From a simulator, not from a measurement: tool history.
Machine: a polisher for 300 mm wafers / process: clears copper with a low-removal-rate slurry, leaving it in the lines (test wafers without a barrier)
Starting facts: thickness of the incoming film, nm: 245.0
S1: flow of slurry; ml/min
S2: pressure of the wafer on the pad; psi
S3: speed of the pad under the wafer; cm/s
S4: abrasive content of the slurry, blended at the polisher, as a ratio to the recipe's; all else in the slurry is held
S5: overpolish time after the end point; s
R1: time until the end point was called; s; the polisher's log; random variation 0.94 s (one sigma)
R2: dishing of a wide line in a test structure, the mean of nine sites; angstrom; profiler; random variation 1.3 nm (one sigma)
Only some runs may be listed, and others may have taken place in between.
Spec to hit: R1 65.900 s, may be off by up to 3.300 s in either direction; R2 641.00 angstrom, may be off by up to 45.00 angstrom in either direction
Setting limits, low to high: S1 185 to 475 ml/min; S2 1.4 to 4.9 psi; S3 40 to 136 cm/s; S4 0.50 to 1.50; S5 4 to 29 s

{"run": 1, "hour": 0.0, "S1": 305, "S2": 3.1, "S3": 88, "S4": 1.0, "S5": 15, "R1": 85.47, "R2": 325.98}
{"run": 2, "hour": 7.3, "S1": 305, "S2": 3.1, "S3": 88, "S4": 1.15, "S5": 15, "R1": 84.054, "R2": 327.52}
{"run": 3, "hour": 13.5, "S1": 235, "S2": 3.1, "S3": 88, "S4": 1.15, "S5": 15, "R1": 85.202, "R2": 345.39}
{"run": 4, "hour": 20.1, "S1": 235, "S2": 3.1, "S3": 88, "S4": 1.15, "S5": 20, "R1": 84.77, "R2": 432.84}
{"run": 5, "hour": 23.6, "S1": 235, "S2": 3.1, "S3": 72, "S4": 1.15, "S5": 20, "R1": 102.31, "R2": 375.55}
{"run": 6, "hour": 29.6, "S1": 235, "S2": 3.1, "S3": 72, "S4": 1.05, "S5": 20, "R1": 104.56, "R2": 363.53}
{"hour": 37.9, "done": "worn pad replaced by a new one"}
{"run": 7, "hour": 37.9, "S1": 240, "S2": 4.0, "S3": 74, "S4": 1.05, "S5": 23, "R1": 73.588, "R2": 535.47}
{"run": 8, "hour": 45.3, "S1": 240, "S2": 4.2, "S3": 74, "S4": 1.05, "S5": 24, "R1": 72.282, "R2": 597.89}
{"run": 9, "hour": 47.1, "S1": 240, "S2": 4.3, "S3": 74, "S4": 1.05, "S5": 24, "R1": 69.555, "R2": 581.54}

Exercise: of the 4 proposed moves below, exactly one satisfies all targets within the stated allowed misses. Which move is it?
{"run": "A", "hour": 48.9, "S1": 260, "S2": 4.2, "S3": 94, "S4": 0.8, "S5": 27, "R1": "?", "R2": "?"}
{"run": "B", "hour": 48.9, "S1": 210, "S2": 4.6, "S3": 80, "S4": 1.35, "S5": 22, "R1": "?", "R2": "?"}
{"run": "C", "hour": 48.9, "S1": 305, "S2": 4.6, "S3": 66, "S4": 1.1, "S5": 27, "R1": "?", "R2": "?"}
{"run": "D", "hour": 48.9, "S1": 260, "S2": 4.4, "S3": 76, "S4": 1.1, "S5": 25, "R1": "?", "R2": "?"}

move=A R1=58.683 R2=759.13
move=B R1=59.178 R2=641.87
move=C R1=72.339 R2=644.00
move=D R1=66.019 R2=650.22
A: takes the result that was furthest off past its target
B: the worst result of the last run now meets its target, but another is out of spec
C: the worst result of the last run now meets its target, but another is out of spec
D: in spec on every target
Correct choice: D, which meets every target
